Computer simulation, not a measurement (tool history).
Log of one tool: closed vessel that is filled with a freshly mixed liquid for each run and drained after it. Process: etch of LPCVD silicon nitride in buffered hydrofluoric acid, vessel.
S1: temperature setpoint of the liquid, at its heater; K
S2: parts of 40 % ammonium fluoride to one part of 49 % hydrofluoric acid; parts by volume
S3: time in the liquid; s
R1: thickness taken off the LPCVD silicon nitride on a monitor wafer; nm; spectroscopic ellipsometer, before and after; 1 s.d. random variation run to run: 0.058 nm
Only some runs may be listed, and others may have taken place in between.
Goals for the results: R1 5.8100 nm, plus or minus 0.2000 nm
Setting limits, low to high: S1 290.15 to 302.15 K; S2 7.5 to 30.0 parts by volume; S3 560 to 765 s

run,hour,S1,S2,S3,R1
1,0.0,294.15,22.0,765,4.9816
2,1.4,295.15,22.0,765,5.2189
3,3.1,295.65,22.0,765,5.3835
4,8.0,295.65,27.5,765,4.6200
5,14.9,296.65,27.5,765,4.9137
6,16.1,296.65,30.0,765,4.6555
7,22.3,297.65,30.0,765,4.8082
8,27.9,298.65,30.0,765,5.1232
9,28.5,299.15,30.0,765,5.3067
10,32.5,299.65,30.0,765,5.4326
11,35.9,300.15,30.0,765,5.5795

Below are 4 possible settings for the next run. Only one of them brings all results inside the allowed miss of their targets. Which is it?
A,39.3,300.65,28.5,755,?
B,39.3,298.65,28.5,765,?
C,39.3,300.15,30.0,755,?
D,39.3,298.65,28.5,745,?

move,R1
A,5.9167
B,5.3790
C,5.5604
D,5.2384
A: meets every target
B: lands further from the targets than the last run did
C: lands further from the targets than the last run did
D: lands further from the targets than the last run did
So the answer is move A, the one that meets all the targets.
